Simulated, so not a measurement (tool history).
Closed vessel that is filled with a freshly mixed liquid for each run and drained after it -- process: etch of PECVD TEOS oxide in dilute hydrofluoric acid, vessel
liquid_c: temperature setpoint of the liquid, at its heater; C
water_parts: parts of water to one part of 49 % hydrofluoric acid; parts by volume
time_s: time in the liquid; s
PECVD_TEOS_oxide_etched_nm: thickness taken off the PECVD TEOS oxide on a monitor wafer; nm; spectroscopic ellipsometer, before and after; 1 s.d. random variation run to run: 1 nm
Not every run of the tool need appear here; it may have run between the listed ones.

| run | hour | liquid_c | water_parts | time_s | PECVD_TEOS_oxide_etched_nm |
|---|---|---|---|---|---|
| 1 | 0 | 21 | 80 | 105 | 32.171 |
| 2 | 1.9 | 21 | 55 | 105 | 48.908 |
| 3 | 5.5 | 21 | 55 | 115 | 53.107 |
| 4 | 14.5 | 23 | 55 | 115 | 57.097 |
| 5 | 22.2 | 23 | 55 | 115 | 58.22 |
| 6 | 28 | 23 | 35 | 115 | 93.867 |
| 7 | 34.9 | 24 | 35 | 115 | 97.852 |
| 8 | 36.3 | 24.5 | 35 | 115 | 97.075 |

For run 9, what comes out?
| 9 | 37.2 | 25.5 | 35 | 115 | ? |

Run 9 measured PECVD_TEOS_oxide_etched_nm 103.35 nm.
